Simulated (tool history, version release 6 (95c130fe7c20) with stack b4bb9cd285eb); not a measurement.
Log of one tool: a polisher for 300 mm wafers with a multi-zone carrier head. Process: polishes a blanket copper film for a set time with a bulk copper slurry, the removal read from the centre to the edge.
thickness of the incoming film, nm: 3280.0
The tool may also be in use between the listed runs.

| run | hour | flow of slurry (ml/min) | pressure of the head's centre zone | pressure of the head's middle zone | pressure of the head's edge zone | abrasive content of the slurry | polishing time (s) | film removed at the wafer's centre (angstrom) | film removed at mid-radius (angstrom) | film removed at the wafer's edge (angstrom) |
|---|---|---|---|---|---|---|---|---|---|---|
| 1 | 0 | 300 | 1 | 1 | 1 | 1 | 47 | 3089.9 | 3090.4 | 3019.1 |
| 2 | 5.7 | 300 | 0.92 | 1 | 1 | 1 | 47 | 2906.3 | 3157.8 | 2972.7 |
| 3 | 7.1 | 325 | 0.92 | 1 | 1 | 1 | 47 | 2867.8 | 3158.6 | 2945.2 |
| 4 | 13.2 | 325 | 0.97 | 1.03 | 1 | 1.1 | 47 | 3183.2 | 3313.8 | 3034 |
| 5 | 20.3 | 320 | 0.99 | 1.06 | 1.03 | 1.15 | 47 | 3168.6 | 3452.7 | 3215 |
| 6 | 25.8 | 330 | 1.02 | 1.08 | 1.02 | 1.2 | 47 | 3386.6 | 3468.3 | 3225.6 |

Run 7 comes next. What will it give?
| 7 | 30.7 | 340 | 1.03 | 1.1 | 1.02 | 1.25 | 47 | ? | ? | ? |

{"run 7": {"film removed at the wafer's centre (angstrom)": 3442.9, "film removed at mid-radius (angstrom)": 3652.4, "film removed at the wafer's edge (angstrom)": 3262.6}}

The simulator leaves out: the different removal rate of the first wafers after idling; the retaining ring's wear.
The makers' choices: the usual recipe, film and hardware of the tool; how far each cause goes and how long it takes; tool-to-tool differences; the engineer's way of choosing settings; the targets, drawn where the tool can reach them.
